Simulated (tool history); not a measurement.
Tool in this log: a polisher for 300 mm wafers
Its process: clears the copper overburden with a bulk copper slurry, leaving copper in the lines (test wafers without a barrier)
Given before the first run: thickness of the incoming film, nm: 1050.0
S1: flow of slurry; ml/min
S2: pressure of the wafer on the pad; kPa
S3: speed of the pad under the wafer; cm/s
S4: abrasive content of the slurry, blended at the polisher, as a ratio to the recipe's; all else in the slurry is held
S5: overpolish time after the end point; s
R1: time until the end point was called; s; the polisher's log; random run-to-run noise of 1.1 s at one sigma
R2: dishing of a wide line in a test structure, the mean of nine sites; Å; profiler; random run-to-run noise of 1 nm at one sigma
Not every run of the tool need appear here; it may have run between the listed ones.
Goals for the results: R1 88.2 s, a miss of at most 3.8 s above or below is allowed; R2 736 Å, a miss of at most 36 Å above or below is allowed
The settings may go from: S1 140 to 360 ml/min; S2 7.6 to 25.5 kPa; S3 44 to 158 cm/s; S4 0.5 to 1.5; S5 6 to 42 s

run	hour	S1	S2	S3	S4	S5	R1	R2
1	0	230	16.5	100	1	21	129.94	794.86
2	3.7	230	17.2	100	1	19	125.81	775.25
3	12	230	17.9	100	1	17	124.05	720.12
4	20.5	230	15.9	100	1	17	131.56	702.02
5	23.8	230	15.9	100	1	25	132.75	847.02
6	31.4	230	17.2	102	1	23	123.01	831.84
7	39.4	230	17.9	102	1	21	119.74	823.03
8	44.7	230	18.6	104	1	19	116.13	823.95
9	49	235	19.3	106	1	17	112.67	818.05
10	54.5	220	20	108	1.05	15	108.6	770.61
11	61.9	225	20.7	110	1.05	14	100.84	749.28
12	70.7	235	22.8	112	1.05	11	92.471	701.42

Exactly one of the 5 candidate moves below puts every result within its allowed miss. Which one?
A	79.5	210	22.1	110	0.9	18	?	?
B	79.5	245	22.8	112	0.95	16	?	?
C	79.5	275	20	126	1.05	12	?	?
D	79.5	220	22.1	130	1.1	13	?	?
E	79.5	270	21.4	110	1.15	15	?	?

move	R1	R2
A	100.66	855.6
B	93.967	840.03
C	88.246	738.69
D	81.58	810.7
E	94.82	804.72
A: its largest miss is bigger than the last run's
B: its largest miss is bigger than the last run's
C: each result inside its tolerance
D: takes the biggest miss from the last run beyond its target
E: its largest miss is bigger than the last run's
The move that meets every target is C.
